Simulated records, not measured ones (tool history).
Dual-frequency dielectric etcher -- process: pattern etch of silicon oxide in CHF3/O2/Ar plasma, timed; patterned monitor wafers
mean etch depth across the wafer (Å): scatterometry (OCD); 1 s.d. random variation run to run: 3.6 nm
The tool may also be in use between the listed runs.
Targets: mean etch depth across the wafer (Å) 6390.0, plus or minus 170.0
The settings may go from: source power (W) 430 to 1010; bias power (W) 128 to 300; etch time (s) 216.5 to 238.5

run	day	source power (W)	bias power (W)	etch time (s)	mean etch depth across the wafer (Å)
1	0.000	720	214	238.5	5301.4
2	0.171	800	227	238.5	5643.3
3	0.246	680	227	238.5	5322.1
4	0.283	600	227	238.5	5084.6
5	0.525	540	227	238.5	4909.8
6	0.746	440	227	238.5	4563.2
7	0.933	580	266	238.5	5294.0
8	0.983	670	275	238.5	5553.2
# day 1.150: bias power generator calibrated
9	1.150	740	284	238.5	5973.8

Pick the move, out of 4, that brings all results within their allowed miss; only one does.
A	1.317	890	294	238.5	?
B	1.317	770	290	223.0	?
C	1.317	830	279	231.0	?
D	1.317	680	300	238.5	?

move	mean etch depth across the wafer (Å)
A	6355.6
B	5632.8
C	5911.6
D	5843.3
A: all results in spec
B: moves away from the targets compared with the last run
C: moves away from the targets compared with the last run
D: moves away from the targets compared with the last run
Move A is the one to make.
